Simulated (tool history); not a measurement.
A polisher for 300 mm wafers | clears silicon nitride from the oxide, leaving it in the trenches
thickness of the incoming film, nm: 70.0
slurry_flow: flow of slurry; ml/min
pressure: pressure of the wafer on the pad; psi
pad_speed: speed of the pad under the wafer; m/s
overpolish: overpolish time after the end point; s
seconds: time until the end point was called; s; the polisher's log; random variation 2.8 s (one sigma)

{"run": 1, "hour": 0.0, "slurry_flow": 235, "pressure": 2.2, "pad_speed": 0.88, "overpolish": 22, "seconds": 143.2}
{"run": 2, "hour": 7.3, "slurry_flow": 235, "pressure": 2.1, "pad_speed": 0.88, "overpolish": 22, "seconds": 154.58}
{"run": 3, "hour": 15.2, "slurry_flow": 235, "pressure": 2.0, "pad_speed": 0.88, "overpolish": 22, "seconds": 159.18}
{"run": 4, "hour": 16.9, "slurry_flow": 235, "pressure": 2.4, "pad_speed": 0.88, "overpolish": 22, "seconds": 132.52}
{"run": 5, "hour": 18.0, "slurry_flow": 235, "pressure": 2.4, "pad_speed": 0.88, "overpolish": 22, "seconds": 134.15}
{"run": 6, "hour": 23.0, "slurry_flow": 270, "pressure": 2.4, "pad_speed": 0.88, "overpolish": 22, "seconds": 132.63}
{"run": 7, "hour": 25.1, "slurry_flow": 270, "pressure": 2.3, "pad_speed": 0.88, "overpolish": 22, "seconds": 133.51}
{"run": 8, "hour": 30.6, "slurry_flow": 265, "pressure": 2.2, "pad_speed": 0.88, "overpolish": 22, "seconds": 143.73}
{"run": 9, "hour": 31.8, "slurry_flow": 265, "pressure": 2.1, "pad_speed": 0.88, "overpolish": 22, "seconds": 152.28}
{"run": 10, "hour": 40.2, "slurry_flow": 265, "pressure": 2.0, "pad_speed": 0.88, "overpolish": 22, "seconds": 158.17}

Run 11 comes next. What will it give?
{"run": 11, "hour": 47.4, "slurry_flow": 265, "pressure": 1.9, "pad_speed": 0.88, "overpolish": 22, "seconds": "?"}

{"run 11": {"seconds": 165.17}}
